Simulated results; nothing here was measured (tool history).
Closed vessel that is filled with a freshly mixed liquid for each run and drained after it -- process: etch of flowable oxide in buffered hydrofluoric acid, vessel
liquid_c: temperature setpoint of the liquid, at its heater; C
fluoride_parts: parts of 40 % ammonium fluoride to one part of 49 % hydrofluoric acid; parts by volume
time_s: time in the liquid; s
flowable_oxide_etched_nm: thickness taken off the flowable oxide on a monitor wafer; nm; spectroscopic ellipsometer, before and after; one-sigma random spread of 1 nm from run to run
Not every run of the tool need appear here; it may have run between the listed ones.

run,hour,liquid_c,fluoride_parts,time_s,flowable_oxide_etched_nm
1,0,21,8.5,90,270.47
2,8.2,21,6.5,90,359.07
3,10.6,21,8.5,90,271.29
4,13.7,21,8.5,95,287.39
5,16.6,21,8.5,95,287.19
6,23,21,6,95,405.88
7,27.7,20,7,95,334.23

Estimate the outcome of run 8 from the log above:
8,35.4,19.5,7.5,95,?

Run 8 came out at flowable_oxide_etched_nm 304.64 nm.

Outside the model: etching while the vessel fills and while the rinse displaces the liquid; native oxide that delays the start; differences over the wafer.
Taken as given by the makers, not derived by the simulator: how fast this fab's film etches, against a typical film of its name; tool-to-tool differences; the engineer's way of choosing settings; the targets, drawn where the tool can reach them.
